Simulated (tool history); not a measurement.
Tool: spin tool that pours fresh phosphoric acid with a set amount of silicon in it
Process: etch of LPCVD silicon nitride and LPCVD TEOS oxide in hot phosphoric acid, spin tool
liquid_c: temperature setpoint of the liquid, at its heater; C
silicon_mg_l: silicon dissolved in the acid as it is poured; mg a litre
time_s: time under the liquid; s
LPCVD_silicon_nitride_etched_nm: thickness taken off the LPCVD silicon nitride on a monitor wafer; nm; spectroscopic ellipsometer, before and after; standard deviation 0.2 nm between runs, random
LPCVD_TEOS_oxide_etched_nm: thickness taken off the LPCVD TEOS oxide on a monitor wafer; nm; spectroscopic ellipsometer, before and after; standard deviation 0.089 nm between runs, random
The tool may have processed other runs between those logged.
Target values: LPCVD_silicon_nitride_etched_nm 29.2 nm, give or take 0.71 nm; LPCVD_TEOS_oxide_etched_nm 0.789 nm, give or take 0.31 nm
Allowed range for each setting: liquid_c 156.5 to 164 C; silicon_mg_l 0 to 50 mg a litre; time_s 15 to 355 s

| run | day | liquid_c | silicon_mg_l | time_s | LPCVD_silicon_nitride_etched_nm | LPCVD_TEOS_oxide_etched_nm |
|---|---|---|---|---|---|---|
| 1 | 0 | 159 | 29.5 | 180 | 14.364 | 0.21297 |
| 2 | 0.208 | 160.5 | 26 | 215 | 18.125 | 0.40967 |
| 3 | 0.317 | 160.5 | 18.5 | 215 | 17.882 | 0.48812 |
| 4 | 0.512 | 161.5 | 22.5 | 240 | 20.943 | 0.60311 |
| 5 | 0.858 | 163.5 | 22.5 | 240 | 22.238 | 0.70869 |
| 6 | 1.033 | 163.5 | 36.5 | 240 | 22.166 | 0.37057 |
| 7 | 1.162 | 164 | 24.5 | 295 | 27.691 | 0.69883 |
| 8 | 1.425 | 164 | 23.5 | 300 | 28.236 | 0.81502 |

Which one of the following 5 next-run settings gets every result inside its allowed miss? There is exactly one.
| A | 1.688 | 164 | 9 | 295 | ? | ? |
| B | 1.688 | 164 | 7.5 | 285 | ? | ? |
| C | 1.688 | 163.5 | 16 | 300 | ? | ? |
| D | 1.688 | 163.5 | 20.5 | 285 | ? | ? |
| E | 1.688 | 163 | 24 | 320 | ? | ? |

| move | LPCVD_silicon_nitride_etched_nm | LPCVD_TEOS_oxide_etched_nm |
|---|---|---|
| A | 27.618 | 1.1987 |
| B | 26.682 | 1.1959 |
| C | 27.626 | 0.99659 |
| D | 26.245 | 0.83752 |
| E | 28.985 | 0.81469 |
A: further off than the last run
B: further off than the last run
C: further off than the last run
D: further off than the last run
E: each result inside its tolerance
E is the move that brings every result within its allowed miss.
